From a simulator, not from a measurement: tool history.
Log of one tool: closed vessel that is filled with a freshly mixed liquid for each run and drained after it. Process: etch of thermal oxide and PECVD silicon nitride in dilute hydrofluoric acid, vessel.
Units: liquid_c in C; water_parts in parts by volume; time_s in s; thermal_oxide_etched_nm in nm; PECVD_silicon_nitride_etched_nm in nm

run	hour	liquid_c	water_parts	time_s	thermal_oxide_etched_nm	PECVD_silicon_nitride_etched_nm
1	0.0	26.0	175	205	5.8843	2.1487
2	5.5	26.0	145	205	7.4599	2.5883
3	14.1	24.5	145	205	7.0407	2.3418
4	19.7	22.5	145	205	6.5062	2.0930
5	25.4	22.5	145	290	9.1991	2.9328
6	29.6	26.0	115	290	13.7470	4.4869
7	38.3	28.5	100	290	17.7740	6.1487
8	45.9	30.0	90	290	21.1610	7.6395
9	53.9	30.5	80	290	24.5570	8.9467
10	56.3	31.0	75	290	26.9340	9.5197

The next listed run, before its measurement:
11	58.1	31.5	75	290	?	?

thermal_oxide_etched_nm: 27.3890 nm
PECVD_silicon_nitride_etched_nm: 10.1450 nm

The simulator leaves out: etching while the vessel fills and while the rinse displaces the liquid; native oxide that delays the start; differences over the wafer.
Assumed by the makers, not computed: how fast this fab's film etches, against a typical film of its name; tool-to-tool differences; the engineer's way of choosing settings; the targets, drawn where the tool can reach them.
